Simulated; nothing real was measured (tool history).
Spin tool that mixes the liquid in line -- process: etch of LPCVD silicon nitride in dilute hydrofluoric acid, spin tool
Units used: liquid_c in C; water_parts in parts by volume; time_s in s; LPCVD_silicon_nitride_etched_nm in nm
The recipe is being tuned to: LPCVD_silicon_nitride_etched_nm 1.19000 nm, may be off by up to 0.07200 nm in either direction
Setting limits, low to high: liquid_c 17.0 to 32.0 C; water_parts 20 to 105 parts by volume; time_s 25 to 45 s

run,hour,liquid_c,water_parts,time_s,LPCVD_silicon_nitride_etched_nm
1,0.0,24.0,55,45,0.39812
2,3.5,24.0,75,45,0.29627
3,5.1,26.5,60,45,0.43335
4,9.1,30.0,60,45,0.53737
5,12.4,30.0,50,45,0.63777
6,17.0,32.0,50,45,0.72091
7,18.0,32.0,40,45,0.90185
8,25.4,32.0,35,45,1.05010
# hour 28.5: hydrofluoric acid flow meter replaced
9,28.5,32.0,30,45,1.32330

Which of these 4 next moves meets every target?
A,31.6,32.0,25,40,?
B,31.6,28.0,30,45,?
C,31.6,32.0,25,30,?
D,31.6,29.5,25,40,?

move,LPCVD_silicon_nitride_etched_nm
A,1.37100
B,0.99489
C,1.02830
D,1.16500
A: its largest miss is bigger than the last run's
B: takes the result that was furthest off past its target
C: takes the result that was furthest off past its target
D: hits every target within its allowed miss
D is the move that brings every result within its allowed miss.

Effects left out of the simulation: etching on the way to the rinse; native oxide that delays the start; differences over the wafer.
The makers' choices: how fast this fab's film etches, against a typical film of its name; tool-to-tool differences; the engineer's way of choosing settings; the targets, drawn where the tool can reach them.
